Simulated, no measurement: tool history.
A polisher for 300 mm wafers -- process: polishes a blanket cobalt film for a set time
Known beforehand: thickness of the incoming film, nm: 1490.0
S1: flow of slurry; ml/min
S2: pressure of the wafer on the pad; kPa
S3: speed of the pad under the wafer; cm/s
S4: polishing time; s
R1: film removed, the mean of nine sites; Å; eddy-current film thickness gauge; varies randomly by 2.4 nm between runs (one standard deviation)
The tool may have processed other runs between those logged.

run	day	S1	S2	S3	S4	R1
1	0	155	13.1	122	52	2512.2
2	0.104	165	13.8	122	52	2640.8
3	0.467	185	13.8	122	52	2739.4
4	0.504	195	14.5	122	52	2796.2
5	0.625	195	15.2	122	52	2927.3
6	0.888	195	15.9	122	52	2985.7
7	1.175	200	15.9	122	52	2987.3

Expected results for the next run?
8	1.379	200	16.5	122	52	?

Run 8 yielded R1 3111.5 Å.
